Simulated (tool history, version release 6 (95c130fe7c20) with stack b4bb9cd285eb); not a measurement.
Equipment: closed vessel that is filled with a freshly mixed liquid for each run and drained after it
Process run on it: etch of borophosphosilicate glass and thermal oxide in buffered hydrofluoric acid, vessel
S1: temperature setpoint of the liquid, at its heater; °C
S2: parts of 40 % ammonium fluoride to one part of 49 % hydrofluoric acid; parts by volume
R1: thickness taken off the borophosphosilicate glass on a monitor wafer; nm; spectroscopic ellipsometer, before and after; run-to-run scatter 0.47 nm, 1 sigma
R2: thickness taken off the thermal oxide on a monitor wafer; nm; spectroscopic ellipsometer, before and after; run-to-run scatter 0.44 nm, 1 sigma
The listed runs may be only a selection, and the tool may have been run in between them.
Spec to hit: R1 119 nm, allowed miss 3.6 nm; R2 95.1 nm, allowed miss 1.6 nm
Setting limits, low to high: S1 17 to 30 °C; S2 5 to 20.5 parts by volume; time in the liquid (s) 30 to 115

Run 1, day 0: S1 22 °C, S2 12.5 parts by volume, time in the liquid (s) 60. Result: R1 63.816 nm, R2 51.59 nm.
Run 2, day 0.138: S1 22 °C, S2 14 parts by volume, time in the liquid (s) 60. Result: R1 57.277 nm, R2 45.439 nm.
Run 3, day 0.488: S1 24 °C, S2 13 parts by volume, time in the liquid (s) 60. Result: R1 68.294 nm, R2 54.542 nm.
Run 4, day 0.542: S1 22 °C, S2 13 parts by volume, time in the liquid (s) 60. Result: R1 61.003 nm, R2 49.451 nm.
Run 5, day 0.688: S1 19.5 °C, S2 13 parts by volume, time in the liquid (s) 60. Result: R1 53.181 nm, R2 42.381 nm.
Run 6, day 0.888: S1 22 °C, S2 12.5 parts by volume, time in the liquid (s) 60. Result: R1 64.022 nm, R2 51.153 nm.
Run 7, day 1.225: S1 24 °C, S2 12 parts by volume, time in the liquid (s) 60. Result: R1 73.55 nm, R2 59.991 nm.
Run 8, day 1.483: S1 24 °C, S2 12 parts by volume, time in the liquid (s) 60. Result: R1 73.995 nm, R2 59.164 nm.
Run 9, day 1.825: S1 28 °C, S2 10 parts by volume, time in the liquid (s) 60. Result: R1 109.03 nm, R2 88.351 nm.
Run 10, day 1.912: S1 28.5 °C, S2 10 parts by volume, time in the liquid (s) 60. Result: R1 112.43 nm, R2 90.397 nm.
Run 11, day 2.233: S1 29 °C, S2 10 parts by volume, time in the liquid (s) 60. Result: R1 115.57 nm, R2 92.174 nm.

Which one of the following 4 next-run settings gets every result inside its allowed miss? There is exactly one.
Run A, day 2.554: S1 30 °C, S2 17 parts by volume, time in the liquid (s) 95. Result: R1 ?, R2 ?.
Run B, day 2.554: S1 27 °C, S2 9 parts by volume, time in the liquid (s) 60. Result: R1 ?, R2 ?.
Run C, day 2.554: S1 28.5 °C, S2 11.5 parts by volume, time in the liquid (s) 70. Result: R1 ?, R2 ?.
Run D, day 2.554: S1 27.5 °C, S2 10.5 parts by volume, time in the liquid (s) 70. Result: R1 ?, R2 ?.

move      R1      R2
   A  113.97  92.415
   B  110.73  89.353
   C  114.01  92.236
   D  118.26  95.565
A: moves toward the targets from the last run without getting all of them in spec
B: its largest miss is bigger than the last run's
C: no better and no worse than the last run
D: each result inside its tolerance
D is the move that brings every result within its allowed miss.

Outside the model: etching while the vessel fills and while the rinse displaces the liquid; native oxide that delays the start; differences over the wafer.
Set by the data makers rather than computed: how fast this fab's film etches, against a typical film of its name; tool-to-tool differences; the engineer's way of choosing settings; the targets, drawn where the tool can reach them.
